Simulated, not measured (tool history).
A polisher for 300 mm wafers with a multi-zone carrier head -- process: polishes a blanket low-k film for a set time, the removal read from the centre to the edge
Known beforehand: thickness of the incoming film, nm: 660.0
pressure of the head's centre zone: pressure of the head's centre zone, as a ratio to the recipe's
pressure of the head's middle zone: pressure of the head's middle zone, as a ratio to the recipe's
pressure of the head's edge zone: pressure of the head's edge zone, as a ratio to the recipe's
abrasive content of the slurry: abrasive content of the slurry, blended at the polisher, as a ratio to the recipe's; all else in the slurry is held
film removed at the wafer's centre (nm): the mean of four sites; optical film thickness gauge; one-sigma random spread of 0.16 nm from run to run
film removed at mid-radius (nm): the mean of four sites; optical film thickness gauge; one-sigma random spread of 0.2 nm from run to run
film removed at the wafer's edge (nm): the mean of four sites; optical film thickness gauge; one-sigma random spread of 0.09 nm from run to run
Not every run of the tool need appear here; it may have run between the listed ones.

run  hour  flow of slurry (ml/min)  pressure of the head's centre zone  pressure of the head's middle zone  pressure of the head's edge zone  abrasive content of the slurry  polishing time (s)  film removed at the wafer's centre (nm)  film removed at mid-radius (nm)  film removed at the wafer's edge (nm)
  1     0                      310                                   1                                   1                                 1                               1                  62                                   25.298                           25.723                                 25.982
  2   0.6                      310                                   1                                   1                              0.98                            0.95                  59                                   23.519                           25.042                                 24.332
  3   5.8                      310                                   1                                   1                              0.98                             1.1                  59                                   25.001                           25.435                                 25.706
  4  14.3                      310                                   1                                   1                              0.98                             1.1                  53                                   22.741                           22.991                                 22.917
  5  21.7                      310                                   1                                0.99                              0.97                               1                  51                                   21.124                           21.414                                 21.253
  6  27.1                      310                                   1                                0.99                              0.97                            1.15                  51                                   22.229                           22.596                                 22.609
  7    34                      300                                0.95                                   1                              0.87                             0.9                  41                                   15.357                           16.562                                 15.786
  8  41.3                      300                                0.96                                   1                              0.86                             0.9                  41                                    15.47                           16.278                                 15.825
  9    49                      300                                0.97                                1.01                              0.85                            0.85                  41                                   14.946                           16.475                                 15.278

Forecast run 10:
 10  54.7                      300                                0.98                                1.01                              0.84                            0.85                  41                                        ?                                ?                                      ?

film removed at the wafer's centre (nm): 15.538
film removed at mid-radius (nm): 15.972
film removed at the wafer's edge (nm): 15.442

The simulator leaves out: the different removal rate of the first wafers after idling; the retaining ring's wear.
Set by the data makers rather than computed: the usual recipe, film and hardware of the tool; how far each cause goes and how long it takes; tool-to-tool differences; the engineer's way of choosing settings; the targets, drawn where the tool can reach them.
